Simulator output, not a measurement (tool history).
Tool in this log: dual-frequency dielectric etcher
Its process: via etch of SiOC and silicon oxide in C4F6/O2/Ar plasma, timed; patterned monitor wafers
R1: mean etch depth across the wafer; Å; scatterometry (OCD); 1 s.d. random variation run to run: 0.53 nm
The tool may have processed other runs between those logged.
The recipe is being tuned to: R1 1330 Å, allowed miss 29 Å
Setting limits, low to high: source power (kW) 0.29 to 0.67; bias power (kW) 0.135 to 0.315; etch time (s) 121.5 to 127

Run 1, hour 0: source power (kW) 0.48, bias power (kW) 0.225, etch time (s) 121.5. Result: R1 1493.1 Å.
Run 2, hour 0.7: source power (kW) 0.48, bias power (kW) 0.257, etch time (s) 121.5. Result: R1 1579.4 Å.
Run 3, hour 4.6: source power (kW) 0.48, bias power (kW) 0.257, etch time (s) 121.5. Result: R1 1577.8 Å.
Run 4, hour 8.2: source power (kW) 0.54, bias power (kW) 0.257, etch time (s) 121.5. Result: R1 1654.6 Å.
Run 5, hour 13.9: source power (kW) 0.47, bias power (kW) 0.247, etch time (s) 121.5. Result: R1 1532.6 Å.
Run 6, hour 22.2: source power (kW) 0.39, bias power (kW) 0.247, etch time (s) 121.5. Result: R1 1407.3 Å.
Run 7, hour 27.5: source power (kW) 0.39, bias power (kW) 0.247, etch time (s) 121.5. Result: R1 1410.3 Å.
Run 8, hour 35.1: source power (kW) 0.37, bias power (kW) 0.246, etch time (s) 121.5. Result: R1 1381.5 Å.

Below are 5 possible settings for the next run. Only one of them brings all results inside the allowed miss of their targets. Which is it?
Run A, hour 42.7: source power (kW) 0.37, bias power (kW) 0.257, etch time (s) 123.5. Result: R1 ?.
Run B, hour 42.7: source power (kW) 0.38, bias power (kW) 0.169, etch time (s) 125. Result: R1 ?.
Run C, hour 42.7: source power (kW) 0.34, bias power (kW) 0.247, etch time (s) 127. Result: R1 ?.
Run D, hour 42.7: source power (kW) 0.33, bias power (kW) 0.227, etch time (s) 123.5. Result: R1 ?.
Run E, hour 42.7: source power (kW) 0.34, bias power (kW) 0.246, etch time (s) 121.5. Result: R1 ?.

move      R1
   A  1424.8
   B  1263.9
   C    1387
   D    1290
   E  1325.1
A: its largest miss is bigger than the last run's
B: the result that was furthest off in the last run now lies on the other side of its target
C: its largest miss is bigger than the last run's
D: the result that was furthest off in the last run now lies on the other side of its target
E: all results in spec
Go with E: it meets all targets.
